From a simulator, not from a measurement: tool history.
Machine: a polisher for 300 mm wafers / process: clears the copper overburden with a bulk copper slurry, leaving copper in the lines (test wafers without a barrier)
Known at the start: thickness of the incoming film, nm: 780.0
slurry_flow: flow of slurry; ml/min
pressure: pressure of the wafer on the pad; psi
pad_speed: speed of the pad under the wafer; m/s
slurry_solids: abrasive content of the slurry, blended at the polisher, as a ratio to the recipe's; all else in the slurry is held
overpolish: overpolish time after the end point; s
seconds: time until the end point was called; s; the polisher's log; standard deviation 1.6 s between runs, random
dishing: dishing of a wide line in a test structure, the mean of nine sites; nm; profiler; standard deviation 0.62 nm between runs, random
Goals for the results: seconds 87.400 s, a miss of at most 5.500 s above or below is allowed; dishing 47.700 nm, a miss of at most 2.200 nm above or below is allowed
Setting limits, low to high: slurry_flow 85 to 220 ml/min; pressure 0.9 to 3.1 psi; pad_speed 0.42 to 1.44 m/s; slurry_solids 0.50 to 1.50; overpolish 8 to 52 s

run 1 hour=0.0 | slurry_flow=140 pressure=2.0 pad_speed=0.92 slurry_solids=1.00 overpolish=26 | seconds=142.590 dishing=69.056
run 2 hour=2.6 | slurry_flow=165 pressure=1.7 pad_speed=1.10 slurry_solids=1.15 overpolish=20 | seconds=135.020 dishing=61.566
run 3 hour=8.9 | slurry_flow=165 pressure=2.1 pad_speed=1.10 slurry_solids=1.15 overpolish=20 | seconds=108.910 dishing=68.345
run 4 hour=16.8 | slurry_flow=185 pressure=1.9 pad_speed=1.22 slurry_solids=1.25 overpolish=16 | seconds=105.230 dishing=62.919
run 5 hour=22.3 | slurry_flow=195 pressure=1.8 pad_speed=1.30 slurry_solids=1.35 overpolish=13 | seconds=99.225 dishing=57.234
run 6 hour=28.7 | slurry_flow=210 pressure=1.8 pad_speed=1.30 slurry_solids=1.35 overpolish=13 | seconds=102.050 dishing=57.310
run 7 hour=35.1 | slurry_flow=170 pressure=1.4 pad_speed=1.44 slurry_solids=1.50 overpolish=8 | seconds=110.170 dishing=37.511
run 8 hour=42.2 | slurry_flow=175 pressure=1.5 pad_speed=1.44 slurry_solids=1.50 overpolish=8 | seconds=104.390 dishing=39.656
run 9 hour=43.6 | slurry_flow=180 pressure=1.6 pad_speed=1.44 slurry_solids=1.50 overpolish=8 | seconds=102.340 dishing=42.719
run 10 hour=47.4 | slurry_flow=165 pressure=1.8 pad_speed=1.44 slurry_solids=1.50 overpolish=8 | seconds=90.698 dishing=44.069
run 11 hour=54.6 | slurry_flow=170 pressure=1.8 pad_speed=1.44 slurry_solids=1.50 overpolish=8 | seconds=91.481 dishing=45.373

Of the 4 settings listed for the next run, only one would bring every result within its allowed miss of target. Which one?
run A hour=61.8 | slurry_flow=185 pressure=1.5 pad_speed=1.42 slurry_solids=1.50 overpolish=13 | seconds=? dishing=?
run B hour=61.8 | slurry_flow=140 pressure=2.0 pad_speed=1.16 slurry_solids=1.50 overpolish=12 | seconds=? dishing=?
run C hour=61.8 | slurry_flow=185 pressure=1.9 pad_speed=1.44 slurry_solids=1.45 overpolish=8 | seconds=? dishing=?
run D hour=61.8 | slurry_flow=185 pressure=1.6 pad_speed=1.42 slurry_solids=1.45 overpolish=12 | seconds=? dishing=?

move=A seconds=106.180 dishing=55.322
move=B seconds=105.630 dishing=54.547
move=C seconds=86.804 dishing=47.480
move=D seconds=101.460 dishing=54.630
A: moves the result that the last run missed by most past its target, out the other side
B: moves the result that the last run missed by most past its target, out the other side
C: every result lands within tolerance
D: moves the result that the last run missed by most past its target, out the other side
The move that meets every target is C.
